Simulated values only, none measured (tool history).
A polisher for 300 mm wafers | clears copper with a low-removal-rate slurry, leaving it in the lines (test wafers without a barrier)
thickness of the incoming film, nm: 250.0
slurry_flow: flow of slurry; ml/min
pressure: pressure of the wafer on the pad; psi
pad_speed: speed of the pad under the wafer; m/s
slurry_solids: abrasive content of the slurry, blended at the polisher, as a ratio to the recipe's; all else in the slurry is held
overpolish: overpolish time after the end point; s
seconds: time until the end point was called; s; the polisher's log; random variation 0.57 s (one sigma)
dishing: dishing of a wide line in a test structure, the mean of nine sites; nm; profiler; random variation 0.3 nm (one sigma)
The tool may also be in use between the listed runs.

run  hour  slurry_flow  pressure  pad_speed  slurry_solids  overpolish  seconds  dishing
  1     0          220         3       0.92              1          27   85.722   26.454
  2   4.5          195         3       0.92              1          27   86.405   26.577
  3   6.5          195       3.1       0.92              1          27   85.713   27.379
  4  11.4          205       3.2       0.92              1          27   81.638   27.871
  5  19.6          210       3.3       0.92              1          26   77.891   27.477
  6  26.5          215       3.4       0.92              1          26   75.891   27.869

The next listed run, before its measurement:
  7  31.4          220       3.5       0.92              1          26        ?        ?

Run 7 gave seconds 73.294 s, dishing 27.828 nm.
